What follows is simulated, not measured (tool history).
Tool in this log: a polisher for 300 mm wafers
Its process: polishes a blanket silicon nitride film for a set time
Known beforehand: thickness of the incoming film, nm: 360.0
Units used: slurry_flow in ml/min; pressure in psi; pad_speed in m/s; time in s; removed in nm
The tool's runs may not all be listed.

{"run": 1, "day": 0.0, "slurry_flow": 160, "pressure": 3.4, "pad_speed": 0.84, "time": 84, "removed": 115.15}
{"run": 2, "day": 0.1, "slurry_flow": 160, "pressure": 4.2, "pad_speed": 0.84, "time": 84, "removed": 137.41}
{"run": 3, "day": 0.308, "slurry_flow": 160, "pressure": 3.8, "pad_speed": 0.84, "time": 84, "removed": 124.8}
{"run": 4, "day": 0.367, "slurry_flow": 160, "pressure": 3.2, "pad_speed": 0.84, "time": 84, "removed": 110.81}
{"run": 5, "day": 0.596, "slurry_flow": 160, "pressure": 3, "pad_speed": 0.84, "time": 84, "removed": 103}
{"run": 6, "day": 0.721, "slurry_flow": 200, "pressure": 3, "pad_speed": 0.84, "time": 84, "removed": 107.42}

Run 7 has not been measured yet. What should we expect?
{"run": 7, "day": 0.946, "slurry_flow": 200, "pressure": 3, "pad_speed": 0.84, "time": 84, "removed": "?"}

Run 7 came out at removed 109.63 nm.
